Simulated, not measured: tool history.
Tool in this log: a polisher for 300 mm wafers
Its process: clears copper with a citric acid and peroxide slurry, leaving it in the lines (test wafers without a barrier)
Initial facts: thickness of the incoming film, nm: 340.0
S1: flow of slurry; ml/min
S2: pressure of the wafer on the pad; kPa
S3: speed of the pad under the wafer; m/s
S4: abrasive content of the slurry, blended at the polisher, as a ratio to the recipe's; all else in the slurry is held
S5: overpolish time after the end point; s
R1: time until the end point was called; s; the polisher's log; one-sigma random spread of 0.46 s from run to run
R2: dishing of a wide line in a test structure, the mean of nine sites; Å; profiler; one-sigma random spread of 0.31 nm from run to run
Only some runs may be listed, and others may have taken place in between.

run  hour   S1    S2    S3    S4  S5      R1      R2
  1     0  275  25.5  1.22     1  27  84.349  393.62
  2   2.5  275  25.5  0.98     1  27  105.93   358.7
  3   8.3  280  27.6  1.02     1  23  93.174  351.29
  4  11.2  230  27.6  1.02     1  23  93.584  352.56
  5  13.9  175  27.6  1.02     1  23  96.899   334.7
  6  21.1  175  31.7  1.02     1  23  84.986  369.69
  7  27.6  250  24.8  1.36  1.25  10  74.799  247.75
  8  29.8  250  26.2  1.36   1.3  10  69.463  250.32
  9  37.3  255  26.9  1.36  1.35  10  66.926  258.91
 10  38.3  240  27.6  1.38   1.4  10  64.666  271.19

What does the tool deliver on the next run?
 11  46.4  270  27.6  1.4  1.35  10   ?   ?

R1: 64.425 s
R2: 270.27 Å
